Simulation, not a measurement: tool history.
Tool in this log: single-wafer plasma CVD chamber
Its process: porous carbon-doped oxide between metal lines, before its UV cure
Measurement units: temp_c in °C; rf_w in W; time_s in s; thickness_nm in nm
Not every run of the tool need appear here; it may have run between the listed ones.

Run 1, hour 0.0: temp_c 320 °C, rf_w 560 W, time_s 45.8 s. Result: thickness_nm 215.64 nm.
Run 2, hour 2.3: temp_c 320 °C, rf_w 560 W, time_s 47.3 s. Result: thickness_nm 223.35 nm.
Run 3, hour 5.6: temp_c 320 °C, rf_w 560 W, time_s 45.8 s. Result: thickness_nm 218.43 nm.
Run 4, hour 11.3: temp_c 315 °C, rf_w 575 W, time_s 45.9 s. Result: thickness_nm 224.62 nm.
Run 5, hour 19.0: temp_c 312 °C, rf_w 595 W, time_s 46.0 s. Result: thickness_nm 238.06 nm.
Run 6, hour 23.9: temp_c 309 °C, rf_w 600 W, time_s 46.0 s. Result: thickness_nm 239.68 nm.

Expected results for the next run?
Run 7, hour 24.9: temp_c 307 °C, rf_w 605 W, time_s 46.0 s. Result: thickness_nm ?.

{"run 7": {"thickness_nm": 243.56}}

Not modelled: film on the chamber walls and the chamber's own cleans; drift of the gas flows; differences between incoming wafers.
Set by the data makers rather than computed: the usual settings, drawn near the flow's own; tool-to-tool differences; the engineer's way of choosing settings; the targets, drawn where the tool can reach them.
